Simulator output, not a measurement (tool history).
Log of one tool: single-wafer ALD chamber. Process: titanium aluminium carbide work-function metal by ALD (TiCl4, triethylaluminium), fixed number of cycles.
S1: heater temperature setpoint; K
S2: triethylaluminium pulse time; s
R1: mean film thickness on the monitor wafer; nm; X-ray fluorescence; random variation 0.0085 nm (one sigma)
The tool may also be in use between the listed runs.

| run | day | S1 | S2 | R1 |
|---|---|---|---|---|
| 1 | 0.000 | 568.15 | 9.53 | 1.9097 |
| 2 | 0.246 | 568.15 | 12.07 | 1.9660 |
| 3 | 0.367 | 568.15 | 10.98 | 1.9401 |
| 4 | 0.508 | 568.15 | 11.99 | 1.9557 |
| 5 | 0.571 | 575.15 | 12.53 | 2.0142 |
| 6 | 0.700 | 575.15 | 14.97 | 2.0365 |

Forecast run 7:
| 7 | 0.871 | 580.15 | 15.18 | ? |

Run 7 gave R1 2.0960 nm.
